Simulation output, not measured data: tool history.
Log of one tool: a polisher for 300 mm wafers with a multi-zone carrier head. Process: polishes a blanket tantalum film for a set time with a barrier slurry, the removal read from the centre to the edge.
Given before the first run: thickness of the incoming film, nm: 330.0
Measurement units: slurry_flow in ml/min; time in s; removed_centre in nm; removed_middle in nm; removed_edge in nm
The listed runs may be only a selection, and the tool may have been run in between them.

run,hour,slurry_flow,centre_zone,middle_zone,edge_zone,slurry_solids,time,removed_centre,removed_middle,removed_edge
1,0,220,1,1,1,1,35,46.743,47.425,47.516
2,2.3,220,1,1,1,0.8,35,44.925,44.753,45.495
3,4.4,235,1.05,1.03,1.05,1,36,51.4,49.821,50.579
4,7.2,235,1.05,1.03,0.98,1,36,51.781,50.091,48.583
5,10,245,1.08,1.06,1.03,1.15,36,53.925,53.523,51.028
6,11.4,245,1.04,1.06,1.03,1.15,36,52.642,52.98,51.365
7,16.3,255,1.07,1.07,1.06,1.25,37,55.662,56.798,55.405
8,23.3,265,1.11,1.08,1.08,1.3,37,60.419,57.025,55.503
9,31.2,270,1.12,1.1,1.1,1.35,37,60.237,58.712,57.687

For run 10, what comes out?
10,33.6,275,1.14,1.11,1.11,1.4,37,?,?,?

Run 10 measured removed_centre 62.089 nm, removed_middle 60.724 nm, removed_edge 57.017 nm.
